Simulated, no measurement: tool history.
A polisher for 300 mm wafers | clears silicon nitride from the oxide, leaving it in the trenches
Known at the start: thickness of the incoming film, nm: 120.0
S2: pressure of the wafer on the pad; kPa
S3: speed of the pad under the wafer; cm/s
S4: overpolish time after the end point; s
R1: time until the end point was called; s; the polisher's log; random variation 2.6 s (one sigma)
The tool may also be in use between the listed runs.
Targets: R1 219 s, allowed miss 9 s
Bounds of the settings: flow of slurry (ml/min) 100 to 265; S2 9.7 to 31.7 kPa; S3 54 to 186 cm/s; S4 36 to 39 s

{"run": 1, "hour": 0.0, "flow of slurry (ml/min)": 170, "S2": 20.7, "S3": 118, "S4": 36, "R1": 95.138}
{"run": 2, "hour": 7.6, "flow of slurry (ml/min)": 165, "S2": 17.2, "S3": 106, "S4": 36, "R1": 118.52}
{"run": 3, "hour": 10.7, "flow of slurry (ml/min)": 160, "S2": 14.5, "S3": 92, "S4": 36, "R1": 154.9}
{"run": 4, "hour": 11.5, "flow of slurry (ml/min)": 175, "S2": 14.5, "S3": 92, "S4": 36, "R1": 150.36}
{"run": 5, "hour": 17.1, "flow of slurry (ml/min)": 165, "S2": 13.1, "S3": 86, "S4": 36, "R1": 174.11}
{"run": 6, "hour": 18.9, "flow of slurry (ml/min)": 165, "S2": 13.1, "S3": 70, "S4": 36, "R1": 207.6}
{"run": 7, "hour": 19.4, "flow of slurry (ml/min)": 160, "S2": 13.1, "S3": 70, "S4": 36, "R1": 209.35}
{"run": 8, "hour": 20.8, "flow of slurry (ml/min)": 160, "S2": 13.1, "S3": 70, "S4": 36, "R1": 212.23}
{"run": 9, "hour": 22.8, "flow of slurry (ml/min)": 160, "S2": 13.1, "S3": 70, "S4": 36, "R1": 213.25}
{"run": 10, "hour": 28.7, "flow of slurry (ml/min)": 155, "S2": 13.1, "S3": 70, "S4": 36, "R1": 207.42}

Which of these 5 next moves meets every target?
{"run": "A", "hour": 34.6, "flow of slurry (ml/min)": 170, "S2": 14.5, "S3": 72, "S4": 39, "R1": "?"}
{"run": "B", "hour": 34.6, "flow of slurry (ml/min)": 140, "S2": 14.5, "S3": 62, "S4": 36, "R1": "?"}
{"run": "C", "hour": 34.6, "flow of slurry (ml/min)": 145, "S2": 14.5, "S3": 70, "S4": 36, "R1": "?"}
{"run": "D", "hour": 34.6, "flow of slurry (ml/min)": 170, "S2": 10.3, "S3": 90, "S4": 39, "R1": "?"}
{"run": "E", "hour": 34.6, "flow of slurry (ml/min)": 155, "S2": 15.2, "S3": 70, "S4": 36, "R1": "?"}

move=A R1=186.31
move=B R1=217.88
move=C R1=195.02
move=D R1=189.69
move=E R1=187.18
A: further off than the last run
B: meets every target
C: further off than the last run
D: further off than the last run
E: further off than the last run
The right move is B.
